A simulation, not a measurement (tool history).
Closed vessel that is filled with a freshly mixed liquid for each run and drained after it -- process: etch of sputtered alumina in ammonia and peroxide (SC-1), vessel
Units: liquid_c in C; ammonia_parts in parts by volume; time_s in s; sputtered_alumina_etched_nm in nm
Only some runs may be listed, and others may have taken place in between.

| run | hour | liquid_c | ammonia_parts | time_s | sputtered_alumina_etched_nm |
|---|---|---|---|---|---|
| 1 | 0.0 | 54.0 | 0.45 | 520 | 29.524 |
| 2 | 4.9 | 58.5 | 0.45 | 520 | 37.719 |
| 3 | 9.9 | 58.5 | 0.45 | 520 | 37.784 |
| 4 | 18.6 | 56.0 | 0.45 | 520 | 33.185 |
| 5 | 27.3 | 56.0 | 0.35 | 520 | 32.292 |
| 6 | 36.1 | 60.0 | 0.35 | 520 | 39.833 |
| 7 | 42.6 | 62.5 | 0.35 | 520 | 44.874 |

Predict the results of run 8:
| 8 | 45.4 | 64.5 | 0.35 | 520 | ? |

{"run 8": {"sputtered_alumina_etched_nm": 49.912}}
